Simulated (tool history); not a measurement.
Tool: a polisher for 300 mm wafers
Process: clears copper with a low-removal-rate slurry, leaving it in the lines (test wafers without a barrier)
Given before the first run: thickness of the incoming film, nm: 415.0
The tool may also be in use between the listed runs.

run,day,flow of slurry (ml/min),pressure of the wafer on the pad (kPa),speed of the pad under the wafer (cm/s),abrasive content of the slurry,overpolish time after the end point (s),time until the end point was called (s),dishing of a wide line in a test structure (angstrom)
1,0.000,210,22.8,140,1.00,23,92.034,266.40
2,0.162,210,22.8,140,1.10,23,92.081,277.66
3,0.238,210,22.8,140,1.30,23,88.434,266.36
4,0.396,210,17.9,140,1.30,23,106.030,247.33
5,0.650,210,19.3,140,1.30,22,99.228,263.86
# day 1.021: slurry blender recalibrated
6,1.021,210,15.2,140,1.30,22,108.590,236.80
7,1.271,225,22.1,178,1.35,11,67.120,248.00
8,1.529,225,22.8,178,1.35,12,64.016,254.35
9,1.846,225,23.4,178,1.35,13,61.874,264.97
10,1.929,235,24.8,178,1.35,14,60.063,272.48

Forecast run 11:
11,2.175,235,24.8,178,1.35,14,?,?

{"run 11": {"time until the end point was called (s)": 59.474, "dishing of a wide line in a test structure (angstrom)": 273.19}}
